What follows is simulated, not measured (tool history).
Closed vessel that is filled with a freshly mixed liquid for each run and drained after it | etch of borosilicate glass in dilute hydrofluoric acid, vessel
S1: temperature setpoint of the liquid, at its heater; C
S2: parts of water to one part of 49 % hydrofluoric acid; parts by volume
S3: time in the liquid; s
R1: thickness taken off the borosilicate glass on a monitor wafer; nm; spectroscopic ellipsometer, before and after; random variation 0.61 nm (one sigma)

run	hour	S1	S2	S3	R1
1	0.0	24.0	235	315	27.713
2	1.1	24.0	235	340	29.653
3	4.2	24.0	280	340	24.074
4	9.0	24.0	310	340	21.367
5	13.7	24.0	310	340	20.904
6	17.5	26.0	250	340	29.532
7	24.7	27.5	205	340	40.133
8	27.0	28.5	170	340	51.949
9	27.7	29.5	145	340	65.377

The next listed run, before its measurement:
10	30.7	30.0	130	340	?

R1: 75.348 nm
